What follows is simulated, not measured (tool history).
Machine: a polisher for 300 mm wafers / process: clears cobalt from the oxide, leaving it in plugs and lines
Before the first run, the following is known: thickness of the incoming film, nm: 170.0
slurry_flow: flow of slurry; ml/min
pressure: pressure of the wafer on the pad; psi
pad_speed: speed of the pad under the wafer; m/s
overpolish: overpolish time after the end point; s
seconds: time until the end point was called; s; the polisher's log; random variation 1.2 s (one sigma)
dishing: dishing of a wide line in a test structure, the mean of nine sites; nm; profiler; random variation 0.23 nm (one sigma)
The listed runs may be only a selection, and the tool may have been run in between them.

run	day	slurry_flow	pressure	pad_speed	overpolish	seconds	dishing
1	0.000	165	1.2	0.98	16	52.846	28.527
2	0.350	160	1.1	0.96	13	58.980	24.194
3	0.496	160	1.1	1.10	13	52.612	25.281
4	0.525	160	1.1	0.86	13	69.313	22.452
5	0.654	120	1.1	0.86	13	73.682	20.522
6	0.829	115	1.0	0.92	11	75.374	19.038
7	0.933	110	1.0	0.94	10	75.482	16.685
8	1.012	110	0.9	1.02	9	77.205	15.867
9	1.317	110	0.8	1.10	8	79.705	13.960
10	1.629	110	0.8	1.16	7	76.681	12.557
11	1.733	110	0.8	1.22	7	71.096	13.913
12	1.908	110	0.8	1.26	7	69.292	13.886
# day 2.225: slurry nozzle cleaned
13	2.225	110	0.8	1.28	7	64.189	15.395
14	2.592	110	0.8	1.28	7	64.936	13.997
15	2.854	110	0.8	1.30	7	62.123	14.717

Run 16 is up next; what results do you expect?
16	3.125	160	0.9	1.02	5	?	?

{"run 16": {"seconds": 66.008, "dishing": 11.064}}
